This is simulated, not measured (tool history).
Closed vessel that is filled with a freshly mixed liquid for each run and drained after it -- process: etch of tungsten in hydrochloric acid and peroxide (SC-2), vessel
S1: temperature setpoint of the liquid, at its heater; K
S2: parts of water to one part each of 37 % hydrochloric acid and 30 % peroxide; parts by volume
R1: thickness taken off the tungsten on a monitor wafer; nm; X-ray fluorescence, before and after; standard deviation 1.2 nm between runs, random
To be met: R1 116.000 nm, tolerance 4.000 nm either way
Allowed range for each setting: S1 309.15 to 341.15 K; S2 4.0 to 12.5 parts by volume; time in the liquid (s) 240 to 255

{"run": 1, "hour": 0.0, "S1": 325.15, "S2": 7.0, "time in the liquid (s)": 240, "R1": 92.034}
{"run": 2, "hour": 8.2, "S1": 325.15, "S2": 8.0, "time in the liquid (s)": 240, "R1": 84.019}
{"run": 3, "hour": 9.2, "S1": 325.15, "S2": 8.0, "time in the liquid (s)": 255, "R1": 89.63}
{"run": 4, "hour": 14.0, "S1": 326.15, "S2": 8.0, "time in the liquid (s)": 255, "R1": 94.603}
{"run": 5, "hour": 17.0, "S1": 322.65, "S2": 8.0, "time in the liquid (s)": 255, "R1": 74.127}
{"run": 6, "hour": 20.1, "S1": 327.15, "S2": 8.0, "time in the liquid (s)": 255, "R1": 100.15}
{"run": 7, "hour": 27.1, "S1": 327.15, "S2": 8.0, "time in the liquid (s)": 255, "R1": 100.02}
{"run": 8, "hour": 34.2, "S1": 327.65, "S2": 8.0, "time in the liquid (s)": 255, "R1": 103.32}
{"run": 9, "hour": 38.1, "S1": 328.15, "S2": 8.0, "time in the liquid (s)": 255, "R1": 105.85}
{"run": 10, "hour": 43.8, "S1": 328.65, "S2": 8.0, "time in the liquid (s)": 255, "R1": 109.58}

Exactly one of the 5 candidate moves below puts every result within its allowed miss. Which one?
{"run": "A", "hour": 49.5, "S1": 329.65, "S2": 9.0, "time in the liquid (s)": 240, "R1": "?"}
{"run": "B", "hour": 49.5, "S1": 328.65, "S2": 8.5, "time in the liquid (s)": 245, "R1": "?"}
{"run": "C", "hour": 49.5, "S1": 326.65, "S2": 7.5, "time in the liquid (s)": 255, "R1": "?"}
{"run": "D", "hour": 49.5, "S1": 328.15, "S2": 8.0, "time in the liquid (s)": 250, "R1": "?"}
{"run": "E", "hour": 49.5, "S1": 329.15, "S2": 8.0, "time in the liquid (s)": 255, "R1": "?"}

move=A R1=101.570
move=B R1=101.860
move=C R1=102.920
move=D R1=105.670
move=E R1=114.960
A: the biggest miss grows against the last run
B: the biggest miss grows against the last run
C: the biggest miss grows against the last run
D: the biggest miss grows against the last run
E: in spec on every target
E meets every target.
